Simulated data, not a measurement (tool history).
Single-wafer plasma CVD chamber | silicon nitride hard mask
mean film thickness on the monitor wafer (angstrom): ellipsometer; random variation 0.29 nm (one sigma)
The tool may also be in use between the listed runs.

run	hour	heater temperature setpoint (°C)	chamber pressure (mTorr)	RF power (W)	deposition time (s)	mean film thickness on the monitor wafer (angstrom)
1	0.0	385	1430	315	49.7	565.58
2	2.9	385	1550	325	49.7	592.28
3	10.6	385	1550	290	49.7	534.24
4	15.9	385	1310	290	49.7	508.52
5	24.0	385	1460	305	49.7	552.60
6	30.3	385	1460	285	49.7	516.61
7	36.7	385	1570	300	49.7	551.19
8	39.3	385	1650	315	49.7	592.65
9	42.5	385	1730	320	49.7	602.24
10	43.2	385	1780	325	49.7	620.58

Predict the results of run 11:
11	51.9	385	1820	330	49.7	?

Logged for run 11: mean film thickness on the monitor wafer (angstrom) 627.85.
